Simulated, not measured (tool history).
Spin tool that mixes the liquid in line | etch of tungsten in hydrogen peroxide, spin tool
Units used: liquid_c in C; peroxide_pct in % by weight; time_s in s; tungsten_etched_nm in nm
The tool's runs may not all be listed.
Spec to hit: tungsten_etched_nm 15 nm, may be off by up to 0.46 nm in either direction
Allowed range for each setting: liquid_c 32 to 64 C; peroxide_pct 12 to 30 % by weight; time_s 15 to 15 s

{"run": 1, "day": 0.0, "liquid_c": 48, "peroxide_pct": 22, "time_s": 15, "tungsten_etched_nm": 39.314}
{"run": 2, "day": 0.346, "liquid_c": 54.5, "peroxide_pct": 22, "time_s": 15, "tungsten_etched_nm": 58.351}
{"run": 3, "day": 0.546, "liquid_c": 48, "peroxide_pct": 22, "time_s": 15, "tungsten_etched_nm": 39.071}
{"run": 4, "day": 0.679, "liquid_c": 48, "peroxide_pct": 22, "time_s": 15, "tungsten_etched_nm": 39.891}
{"run": 5, "day": 0.988, "liquid_c": 43, "peroxide_pct": 21.5, "time_s": 15, "tungsten_etched_nm": 28.598}
{"run": 6, "day": 1.229, "liquid_c": 48, "peroxide_pct": 21.5, "time_s": 15, "tungsten_etched_nm": 38.79}
{"run": 7, "day": 1.529, "liquid_c": 43.5, "peroxide_pct": 21.5, "time_s": 15, "tungsten_etched_nm": 29.128}
{"run": 8, "day": 1.642, "liquid_c": 35.5, "peroxide_pct": 21, "time_s": 15, "tungsten_etched_nm": 17.204}
{"run": 9, "day": 1.821, "liquid_c": 35.5, "peroxide_pct": 21, "time_s": 15, "tungsten_etched_nm": 16.965}
{"run": 10, "day": 1.979, "liquid_c": 35, "peroxide_pct": 21, "time_s": 15, "tungsten_etched_nm": 16.718}
{"run": 11, "day": 2.154, "liquid_c": 34.5, "peroxide_pct": 21, "time_s": 15, "tungsten_etched_nm": 16.171}
{"run": 12, "day": 2.229, "liquid_c": 34, "peroxide_pct": 21, "time_s": 15, "tungsten_etched_nm": 15.669}

4 next moves are on the table. One of them brings every result within its allowed miss. Which?
{"run": "A", "day": 2.304, "liquid_c": 34.5, "peroxide_pct": 22, "time_s": 15, "tungsten_etched_nm": "?"}
{"run": "B", "day": 2.304, "liquid_c": 35.5, "peroxide_pct": 18, "time_s": 15, "tungsten_etched_nm": "?"}
{"run": "C", "day": 2.304, "liquid_c": 37, "peroxide_pct": 15.5, "time_s": 15, "tungsten_etched_nm": "?"}
{"run": "D", "day": 2.304, "liquid_c": 34.5, "peroxide_pct": 18.5, "time_s": 15, "tungsten_etched_nm": "?"}

move=A tungsten_etched_nm=16.464
move=B tungsten_etched_nm=15.928
move=C tungsten_etched_nm=16.335
move=D tungsten_etched_nm=15.098
A: its largest miss is bigger than the last run's
B: its largest miss is bigger than the last run's
C: its largest miss is bigger than the last run's
D: all results in spec
D is the move that brings every result within its allowed miss.
